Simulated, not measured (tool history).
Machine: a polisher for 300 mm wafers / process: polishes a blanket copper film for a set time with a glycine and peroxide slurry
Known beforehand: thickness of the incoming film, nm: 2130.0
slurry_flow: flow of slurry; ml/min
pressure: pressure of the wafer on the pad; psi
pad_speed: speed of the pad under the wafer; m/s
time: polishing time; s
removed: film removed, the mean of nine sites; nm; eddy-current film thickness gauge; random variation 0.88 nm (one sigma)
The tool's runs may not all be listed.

run 1 day=0 | slurry_flow=135 pressure=1.8 pad_speed=1.2 time=56 | removed=190.37
run 2 day=0.188 | slurry_flow=130 pressure=1.7 pad_speed=1.2 time=56 | removed=179.64
run 3 day=0.512 | slurry_flow=130 pressure=1.7 pad_speed=1.3 time=56 | removed=191.21
run 4 day=0.854 | slurry_flow=125 pressure=1.6 pad_speed=1.3 time=56 | removed=181.28
run 5 day=1.15 | slurry_flow=125 pressure=1.6 pad_speed=1.3 time=56 | removed=179.74
run 6 day=1.35 | slurry_flow=120 pressure=1.5 pad_speed=1.3 time=56 | removed=167.4
run 7 day=1.529 | slurry_flow=115 pressure=1.4 pad_speed=1.3 time=56 | removed=158.51
-- day=1.712 slurry nozzle cleaned
run 8 day=1.712 | slurry_flow=115 pressure=1.4 pad_speed=1.3 time=56 | removed=172.86
run 9 day=1.9 | slurry_flow=115 pressure=1.3 pad_speed=1.24 time=56 | removed=159.85
run 10 day=2 | slurry_flow=115 pressure=1.3 pad_speed=1.24 time=56 | removed=158.04
run 11 day=2.258 | slurry_flow=110 pressure=1.2 pad_speed=1.22 time=56 | removed=148.08
run 12 day=2.317 | slurry_flow=105 pressure=1.1 pad_speed=1.22 time=56 | removed=136.19

Run 13 is up next; what results do you expect?
run 13 day=2.462 | slurry_flow=100 pressure=1.1 pad_speed=1.22 time=56 | removed=?

removed: 136.59 nm
